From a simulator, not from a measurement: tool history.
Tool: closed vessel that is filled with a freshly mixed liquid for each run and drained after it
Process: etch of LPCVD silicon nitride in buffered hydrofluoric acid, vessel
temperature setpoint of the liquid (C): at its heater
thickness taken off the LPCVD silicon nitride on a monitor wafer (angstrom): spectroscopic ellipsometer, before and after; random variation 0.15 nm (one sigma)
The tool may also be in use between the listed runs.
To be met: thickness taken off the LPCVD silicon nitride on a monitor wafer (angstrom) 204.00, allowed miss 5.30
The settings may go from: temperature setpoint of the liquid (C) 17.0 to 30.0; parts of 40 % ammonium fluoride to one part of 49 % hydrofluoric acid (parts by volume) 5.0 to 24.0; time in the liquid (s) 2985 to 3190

run,day,temperature setpoint of the liquid (C),parts of 40 % ammonium fluoride to one part of 49 % hydrofluoric acid (parts by volume),time in the liquid (s),thickness taken off the LPCVD silicon nitride on a monitor wafer (angstrom)
1,0.000,22.0,14.5,2985,279.75
2,0.362,21.0,14.5,2985,269.53
3,0.471,19.5,14.5,2985,246.44
4,0.829,19.0,14.5,2985,235.60
5,1.188,19.0,11.0,2985,314.68
6,1.388,18.5,11.5,2985,291.50
7,1.542,18.5,12.0,2985,280.65
8,1.608,18.5,12.5,2985,264.18
9,1.642,18.5,12.5,2985,264.59
10,1.908,18.5,13.0,2985,256.43
11,2.254,18.5,13.5,2985,246.50
12,2.333,17.5,14.0,2985,223.51
13,2.604,17.0,14.5,2985,211.98

5 next moves are on the table. One of them brings every result within its allowed miss. Which?
A,2.875,18.0,14.5,2985,?
B,2.875,17.0,15.0,2985,?
C,2.875,19.0,16.5,3135,?
D,2.875,20.0,17.0,3055,?
E,2.875,17.0,14.5,3000,?

move,thickness taken off the LPCVD silicon nitride on a monitor wafer (angstrom)
A,222.83
B,203.58
C,218.08
D,218.30
E,211.54
A: further off than the last run
B: meets every target
C: further off than the last run
D: further off than the last run
E: nearer than the last run, and not there yet
Move B is the one to make.
